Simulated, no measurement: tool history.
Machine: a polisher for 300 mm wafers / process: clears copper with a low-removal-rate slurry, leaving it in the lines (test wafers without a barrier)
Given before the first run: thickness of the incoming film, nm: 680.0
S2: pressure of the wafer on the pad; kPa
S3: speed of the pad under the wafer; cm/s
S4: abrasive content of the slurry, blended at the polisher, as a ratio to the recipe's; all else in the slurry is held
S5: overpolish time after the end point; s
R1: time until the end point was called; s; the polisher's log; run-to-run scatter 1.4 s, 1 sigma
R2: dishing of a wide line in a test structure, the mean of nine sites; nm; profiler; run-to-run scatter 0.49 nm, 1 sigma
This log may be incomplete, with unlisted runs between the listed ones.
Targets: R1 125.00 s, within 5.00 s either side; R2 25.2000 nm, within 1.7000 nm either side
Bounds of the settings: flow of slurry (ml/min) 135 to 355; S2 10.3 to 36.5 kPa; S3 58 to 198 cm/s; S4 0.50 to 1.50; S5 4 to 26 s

Run 1, hour 0.0: flow of slurry (ml/min) 225, S2 23.4 kPa, S3 128 cm/s, S4 1.00, S5 13 s. Result: R1 150.64 s, R2 30.7080 nm.
Run 2, hour 3.8: flow of slurry (ml/min) 225, S2 24.8 kPa, S3 128 cm/s, S4 1.00, S5 11 s. Result: R1 143.16 s, R2 28.4190 nm.
Run 3, hour 9.3: flow of slurry (ml/min) 225, S2 25.5 kPa, S3 128 cm/s, S4 1.00, S5 10 s. Result: R1 138.93 s, R2 28.3660 nm.
Run 4, hour 16.5: flow of slurry (ml/min) 225, S2 25.5 kPa, S3 102 cm/s, S4 1.00, S5 10 s. Result: R1 175.70 s, R2 21.8650 nm.
Run 5, hour 24.5: flow of slurry (ml/min) 225, S2 25.5 kPa, S3 72 cm/s, S4 1.00, S5 10 s. Result: R1 243.05 s, R2 17.3350 nm.
Run 6, hour 25.2: flow of slurry (ml/min) 225, S2 25.5 kPa, S3 72 cm/s, S4 1.00, S5 5 s. Result: R1 243.56 s, R2 9.2917 nm.
Run 7, hour 27.1: flow of slurry (ml/min) 225, S2 29.0 kPa, S3 80 cm/s, S4 1.00, S5 6 s. Result: R1 200.76 s, R2 13.1280 nm.
Run 8, hour 31.8: flow of slurry (ml/min) 225, S2 31.7 kPa, S3 88 cm/s, S4 1.00, S5 7 s. Result: R1 164.32 s, R2 17.5910 nm.
Run 9, hour 34.4: flow of slurry (ml/min) 225, S2 33.1 kPa, S3 90 cm/s, S4 1.00, S5 7 s. Result: R1 159.58 s, R2 18.0170 nm.
Run 10, hour 39.6: flow of slurry (ml/min) 225, S2 34.5 kPa, S3 94 cm/s, S4 1.00, S5 7 s. Result: R1 146.22 s, R2 19.1400 nm.
Run 11, hour 41.1: flow of slurry (ml/min) 225, S2 35.2 kPa, S3 98 cm/s, S4 1.00, S5 7 s. Result: R1 139.45 s, R2 20.6340 nm.

Exactly one of the 5 candidate moves below puts every result within its allowed miss. Which one?
Run A, hour 42.6: flow of slurry (ml/min) 205, S2 28.3 kPa, S3 110 cm/s, S4 0.85, S5 7 s. Result: R1 ?, R2 ?.
Run B, hour 42.6: flow of slurry (ml/min) 315, S2 35.9 kPa, S3 108 cm/s, S4 1.25, S5 7 s. Result: R1 ?, R2 ?.
Run C, hour 42.6: flow of slurry (ml/min) 240, S2 36.5 kPa, S3 106 cm/s, S4 0.95, S5 4 s. Result: R1 ?, R2 ?.
Run D, hour 42.6: flow of slurry (ml/min) 250, S2 31.0 kPa, S3 100 cm/s, S4 0.90, S5 9 s. Result: R1 ?, R2 ?.
Run E, hour 42.6: flow of slurry (ml/min) 245, S2 36.5 kPa, S3 112 cm/s, S4 0.80, S5 8 s. Result: R1 ?, R2 ?.

move      R1       R2
   A  157.19  18.7980
   B  110.21  25.6210
   C  123.68  14.1770
   D  152.41  24.0130
   E  123.92  25.9830
A: further off than the last run
B: takes the result that was furthest off past its target
C: the worst result of the last run now meets its target, but another is out of spec
D: further off than the last run
E: each result inside its tolerance
Correct choice: E, which meets every target
